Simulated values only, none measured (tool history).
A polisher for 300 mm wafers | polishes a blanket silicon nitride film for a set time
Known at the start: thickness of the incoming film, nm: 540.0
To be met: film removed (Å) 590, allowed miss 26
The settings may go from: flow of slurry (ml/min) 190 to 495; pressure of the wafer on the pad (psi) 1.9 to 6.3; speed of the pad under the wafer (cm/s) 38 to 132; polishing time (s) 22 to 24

run	hour	flow of slurry (ml/min)	pressure of the wafer on the pad (psi)	speed of the pad under the wafer (cm/s)	polishing time (s)	film removed (Å)
1	0	320	4.1	84	24	440.78
2	3.8	320	4.1	84	22	416.66
3	5.7	320	4.2	84	22	432.92
4	6.8	320	3.7	84	22	373.2
5	8.8	320	3.3	84	22	341.32
6	16.3	270	3.3	84	22	342.02
7	17.1	270	3.5	84	22	352.7
8	22.6	270	3.7	84	22	374.96
9	26.1	270	3.9	84	22	392.04
10	29.4	270	4.1	84	22	416.34
11	35.6	270	4.2	84	22	416.81
12	40.6	270	4.3	84	22	422.7
13	43.7	270	4.3	84	22	429.46
14	48.1	270	5.4	86	22	541.99

Which of these 5 next moves meets every target?
A	52.5	345	4.6	84	22	?
B	52.5	220	5.3	74	22	?
C	52.5	320	5.7	80	22	?
D	52.5	235	5.6	80	22	?
E	52.5	300	5.7	82	23	?

move	film removed (Å)
A	462.08
B	458.41
C	544.43
D	518.92
E	577.24
A: further off than the last run
B: further off than the last run
C: nearer than the last run, and not there yet
D: further off than the last run
E: meets every target
The right move is E.
